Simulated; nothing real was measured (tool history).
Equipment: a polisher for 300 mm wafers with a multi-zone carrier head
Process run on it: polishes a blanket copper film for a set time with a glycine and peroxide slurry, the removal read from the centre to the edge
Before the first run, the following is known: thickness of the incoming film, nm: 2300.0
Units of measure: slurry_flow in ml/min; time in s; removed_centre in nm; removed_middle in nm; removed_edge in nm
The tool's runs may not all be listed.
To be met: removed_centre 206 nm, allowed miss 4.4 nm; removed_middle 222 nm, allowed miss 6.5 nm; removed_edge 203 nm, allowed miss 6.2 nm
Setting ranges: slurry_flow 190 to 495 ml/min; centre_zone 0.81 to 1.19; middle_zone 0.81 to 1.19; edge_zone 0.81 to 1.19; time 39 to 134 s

| run | hour | slurry_flow | centre_zone | middle_zone | edge_zone | time | removed_centre | removed_middle | removed_edge |
|---|---|---|---|---|---|---|---|---|---|
| 1 | 0 | 320 | 1 | 1 | 1 | 86 | 361.25 | 355.12 | 348.03 |
| 2 | 5.6 | 320 | 1 | 1.08 | 1 | 86 | 358.77 | 381.29 | 352.23 |
| 3 | 10.3 | 320 | 1 | 1.08 | 1 | 77 | 321.63 | 340.65 | 309.2 |
| 4 | 18 | 320 | 1 | 1.08 | 1.07 | 77 | 323.28 | 338.68 | 323.71 |
| 5 | 26.2 | 320 | 1 | 1.08 | 1.07 | 93 | 389.62 | 405.97 | 387.73 |
| 6 | 27.4 | 320 | 0.99 | 1.06 | 1.03 | 82 | 343.09 | 349.05 | 339.3 |
| 7 | 29.5 | 310 | 0.98 | 1.07 | 1 | 73 | 296.57 | 318.72 | 293.6 |
| 8 | 35.1 | 285 | 0.91 | 0.97 | 0.9 | 49 | 184.23 | 192.96 | 187.01 |
| 9 | 42.9 | 310 | 0.92 | 0.99 | 0.91 | 49 | 187.17 | 197.91 | 187.92 |
| 10 | 49.4 | 310 | 0.93 | 1.01 | 0.93 | 49 | 189.94 | 201.82 | 192.02 |
| 11 | 51.5 | 310 | 0.94 | 1.03 | 0.94 | 49 | 191.38 | 208.63 | 189.63 |
| 12 | 57.1 | 310 | 0.95 | 1.04 | 0.96 | 49 | 194.48 | 206.84 | 193.33 |
| 13 | 59.1 | 390 | 0.97 | 1.12 | 0.99 | 50 | 207.32 | 228.87 | 204.84 |
| 14 | 60.8 | 390 | 0.97 | 1.11 | 0.99 | 50 | 206.82 | 228.98 | 202.03 |
| 15 | 67.6 | 390 | 0.97 | 1.11 | 0.99 | 50 | 205.14 | 229.51 | 207.41 |

Which of these 4 next moves meets every target?
| A | 74.4 | 460 | 0.89 | 1.09 | 0.99 | 52 | ? | ? | ? |
| B | 74.4 | 270 | 1.02 | 1.16 | 0.89 | 50 | ? | ? | ? |
| C | 74.4 | 405 | 0.96 | 1.14 | 0.96 | 50 | ? | ? | ? |
| D | 74.4 | 410 | 0.99 | 1.1 | 1.03 | 49 | ? | ? | ? |

| move | removed_centre | removed_middle | removed_edge |
|---|---|---|---|
| A | 199.92 | 234.87 | 210.19 |
| B | 209.14 | 226.11 | 185.05 |
| C | 205.5 | 231.99 | 197.63 |
| D | 207.89 | 221.02 | 200.61 |
A: the biggest miss grows against the last run
B: brings the last run's worst result on target, with another outside its allowed miss
C: the biggest miss grows against the last run
D: every result lands within tolerance
D is the move that brings every result within its allowed miss.

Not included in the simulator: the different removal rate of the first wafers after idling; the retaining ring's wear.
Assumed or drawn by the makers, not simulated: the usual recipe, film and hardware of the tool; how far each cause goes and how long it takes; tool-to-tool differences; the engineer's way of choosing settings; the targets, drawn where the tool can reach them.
